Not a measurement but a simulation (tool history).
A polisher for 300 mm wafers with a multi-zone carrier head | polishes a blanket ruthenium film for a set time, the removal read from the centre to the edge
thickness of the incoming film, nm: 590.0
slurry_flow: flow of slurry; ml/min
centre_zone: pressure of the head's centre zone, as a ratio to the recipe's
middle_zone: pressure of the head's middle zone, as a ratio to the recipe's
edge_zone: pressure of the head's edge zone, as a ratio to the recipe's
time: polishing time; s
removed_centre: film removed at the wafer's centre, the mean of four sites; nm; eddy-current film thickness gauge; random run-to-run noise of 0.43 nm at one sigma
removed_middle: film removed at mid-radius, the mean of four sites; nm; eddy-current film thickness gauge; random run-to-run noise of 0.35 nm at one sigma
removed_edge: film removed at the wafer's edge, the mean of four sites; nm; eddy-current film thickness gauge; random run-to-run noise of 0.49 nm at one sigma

Run 1, hour 0: slurry_flow 290 ml/min, centre_zone 1, middle_zone 1, edge_zone 1, time 37 s. Result: removed_centre 27.749 nm, removed_middle 27.224 nm, removed_edge 26.699 nm.
Run 2, hour 6.7: slurry_flow 290 ml/min, centre_zone 1, middle_zone 1, edge_zone 1, time 30 s. Result: removed_centre 22.07 nm, removed_middle 21.957 nm, removed_edge 21.444 nm.
Run 3, hour 8.2: slurry_flow 330 ml/min, centre_zone 1, middle_zone 1, edge_zone 1, time 30 s. Result: removed_centre 22.687 nm, removed_middle 22.38 nm, removed_edge 22.17 nm.
Run 4, hour 11.1: slurry_flow 340 ml/min, centre_zone 1, middle_zone 1, edge_zone 1.02, time 32 s. Result: removed_centre 24.025 nm, removed_middle 23.726 nm, removed_edge 23.542 nm.
Run 5, hour 19.2: slurry_flow 340 ml/min, centre_zone 1, middle_zone 1, edge_zone 1.02, time 38 s. Result: removed_centre 29.099 nm, removed_middle 28.46 nm, removed_edge 27.84 nm.
Run 6, hour 22.4: slurry_flow 340 ml/min, centre_zone 1, middle_zone 1, edge_zone 1.05, time 38 s. Result: removed_centre 28.827 nm, removed_middle 28.089 nm, removed_edge 28.294 nm.
Run 7, hour 30.6: slurry_flow 340 ml/min, centre_zone 0.99, middle_zone 1, edge_zone 1.07, time 40 s. Result: removed_centre 29.703 nm, removed_middle 29.992 nm, removed_edge 30.872 nm.
Run 8, hour 35.8: slurry_flow 340 ml/min, centre_zone 0.99, middle_zone 1, edge_zone 1.08, time 41 s. Result: removed_centre 30.726 nm, removed_middle 31.037 nm, removed_edge 31.491 nm.

Predict the results of run 9:
Run 9, hour 36.9: slurry_flow 340 ml/min, centre_zone 0.99, middle_zone 0.99, edge_zone 1.09, time 42 s. Result: removed_centre ?, removed_middle ?, removed_edge ?.

Run 9 produced removed_centre 31.229 nm, removed_middle 31.633 nm, removed_edge 32.373 nm.
